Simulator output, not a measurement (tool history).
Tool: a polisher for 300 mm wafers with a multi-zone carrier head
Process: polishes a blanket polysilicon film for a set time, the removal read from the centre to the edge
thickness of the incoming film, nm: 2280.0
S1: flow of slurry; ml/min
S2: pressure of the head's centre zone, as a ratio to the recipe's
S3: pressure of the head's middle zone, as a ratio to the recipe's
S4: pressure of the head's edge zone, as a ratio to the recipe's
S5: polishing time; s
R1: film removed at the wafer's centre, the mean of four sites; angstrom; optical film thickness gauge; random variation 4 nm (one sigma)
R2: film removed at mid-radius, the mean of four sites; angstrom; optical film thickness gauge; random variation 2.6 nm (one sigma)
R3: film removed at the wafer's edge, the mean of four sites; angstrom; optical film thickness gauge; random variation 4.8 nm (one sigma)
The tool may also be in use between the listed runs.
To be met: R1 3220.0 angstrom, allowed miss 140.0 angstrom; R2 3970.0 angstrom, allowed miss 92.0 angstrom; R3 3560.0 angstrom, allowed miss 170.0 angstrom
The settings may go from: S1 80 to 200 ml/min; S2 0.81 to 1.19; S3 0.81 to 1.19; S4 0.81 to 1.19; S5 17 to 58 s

| run | hour | S1 | S2 | S3 | S4 | S5 | R1 | R2 | R3 |
|---|---|---|---|---|---|---|---|---|---|
| 1 | 0.0 | 130 | 1.00 | 1.00 | 1.00 | 37 | 4450.6 | 4413.0 | 4476.1 |
| 2 | 0.7 | 130 | 1.00 | 1.00 | 1.00 | 29 | 3444.5 | 3466.0 | 3478.2 |
| 3 | 8.3 | 140 | 0.97 | 1.03 | 1.00 | 29 | 3402.1 | 3559.1 | 3499.7 |
| 4 | 14.6 | 145 | 0.95 | 1.07 | 1.01 | 29 | 3396.3 | 3725.4 | 3542.9 |
| 5 | 23.1 | 150 | 0.93 | 1.09 | 1.01 | 29 | 3376.7 | 3796.8 | 3417.6 |
| 6 | 28.7 | 150 | 0.91 | 1.10 | 1.04 | 29 | 3252.5 | 3835.9 | 3588.7 |
| 7 | 33.1 | 150 | 0.90 | 1.11 | 1.04 | 29 | 3185.3 | 3832.4 | 3501.7 |
| 8 | 39.7 | 150 | 0.90 | 1.11 | 1.04 | 29 | 3132.7 | 3840.2 | 3643.4 |

5 next moves are on the table. One of them brings every result within its allowed miss. Which?
| A | 46.3 | 140 | 0.87 | 1.07 | 1.07 | 29 | ? | ? | ? |
| B | 46.3 | 155 | 0.92 | 1.08 | 1.05 | 29 | ? | ? | ? |
| C | 46.3 | 130 | 0.89 | 1.14 | 1.02 | 30 | ? | ? | ? |
| D | 46.3 | 150 | 0.82 | 1.16 | 1.11 | 28 | ? | ? | ? |
| E | 46.3 | 165 | 0.86 | 1.06 | 1.15 | 28 | ? | ? | ? |

| move | R1 | R2 | R3 |
|---|---|---|---|
| A | 3094.6 | 3686.3 | 3536.3 |
| B | 3322.7 | 3763.4 | 3535.4 |
| C | 3241.6 | 3987.5 | 3545.3 |
| D | 2844.8 | 3849.2 | 3495.9 |
| E | 3023.3 | 3604.9 | 3595.3 |
A: further off than the last run
B: further off than the last run
C: meets every target
D: further off than the last run
E: further off than the last run
Move C is the one to make.

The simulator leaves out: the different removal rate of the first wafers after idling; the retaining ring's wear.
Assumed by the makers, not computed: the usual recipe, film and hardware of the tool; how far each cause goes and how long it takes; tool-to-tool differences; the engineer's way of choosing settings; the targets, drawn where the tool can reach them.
